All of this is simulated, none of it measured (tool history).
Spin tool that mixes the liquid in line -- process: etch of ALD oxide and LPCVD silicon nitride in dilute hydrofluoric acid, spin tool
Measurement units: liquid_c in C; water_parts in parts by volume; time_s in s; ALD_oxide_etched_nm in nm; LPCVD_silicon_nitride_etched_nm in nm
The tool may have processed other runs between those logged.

run  hour  liquid_c  water_parts  time_s  ALD_oxide_etched_nm  LPCVD_silicon_nitride_etched_nm
  1     0        24          125      75               8.9653                          0.31433
  2   1.9        24          125      60               7.2077                          0.21931
  3   4.5      24.5          125      60               7.2816                          0.23196
  4  12.6      22.5          125      60               6.8449                          0.21748
  5  16.5      22.5          125      75               8.4714                          0.26798
       21  -- hydrofluoric acid flow meter replaced
  6    21      22.5          125      55               6.9199                          0.19273
  7  21.8        23          120      55                7.454                           0.2406

Predict the results of run 8:
  8  29.6        22          115      55                    ?                                ?

ALD_oxide_etched_nm: 7.4663 nm
LPCVD_silicon_nitride_etched_nm: 0.22875 nm

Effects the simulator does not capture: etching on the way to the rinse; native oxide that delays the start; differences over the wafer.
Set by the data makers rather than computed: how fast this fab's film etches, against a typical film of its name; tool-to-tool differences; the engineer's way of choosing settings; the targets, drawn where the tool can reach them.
